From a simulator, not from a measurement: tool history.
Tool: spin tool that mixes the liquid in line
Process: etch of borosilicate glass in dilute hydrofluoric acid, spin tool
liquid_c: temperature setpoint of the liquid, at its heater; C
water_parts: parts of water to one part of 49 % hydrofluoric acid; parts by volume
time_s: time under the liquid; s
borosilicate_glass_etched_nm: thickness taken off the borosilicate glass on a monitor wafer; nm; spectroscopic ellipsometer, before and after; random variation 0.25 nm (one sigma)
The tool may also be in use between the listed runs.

run,day,liquid_c,water_parts,time_s,borosilicate_glass_etched_nm
1,0,24,245,85,11.236
2,0.046,24,245,85,11.131
3,0.392,24,245,65,8.491
4,0.671,24,245,85,10.906
5,0.779,25.5,220,85,13.361
6,1.117,27,205,85,15.524
7,1.342,28,195,85,17.208
8,1.588,29,185,85,18.608

Run 9 comes next. What will it give?
9,1.883,29.5,175,85,?

{"run 9": {"borosilicate_glass_etched_nm": 20.48}}
